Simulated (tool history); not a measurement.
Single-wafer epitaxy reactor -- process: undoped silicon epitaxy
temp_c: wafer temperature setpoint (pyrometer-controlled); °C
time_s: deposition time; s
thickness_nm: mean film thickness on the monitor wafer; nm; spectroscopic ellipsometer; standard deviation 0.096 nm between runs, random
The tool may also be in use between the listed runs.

run 1 day=0.000 | temp_c=625 time_s=340 | thickness_nm=33.456
run 2 day=0.321 | temp_c=622 time_s=339 | thickness_nm=30.811
run 3 day=0.379 | temp_c=622 time_s=359 | thickness_nm=32.673
run 4 day=0.467 | temp_c=619 time_s=358 | thickness_nm=30.454
run 5 day=0.612 | temp_c=616 time_s=358 | thickness_nm=27.955
run 6 day=0.658 | temp_c=614 time_s=358 | thickness_nm=26.694
run 7 day=0.717 | temp_c=612 time_s=358 | thickness_nm=25.168
run 8 day=0.867 | temp_c=602 time_s=357 | thickness_nm=19.230
-- day=1.238 pyrometer calibrated
run 9 day=1.238 | temp_c=604 time_s=357 | thickness_nm=23.129

Expected results for the next run?
run 10 day=1.267 | temp_c=604 time_s=352 | thickness_nm=?

Run 10 yielded thickness_nm 22.609 nm.
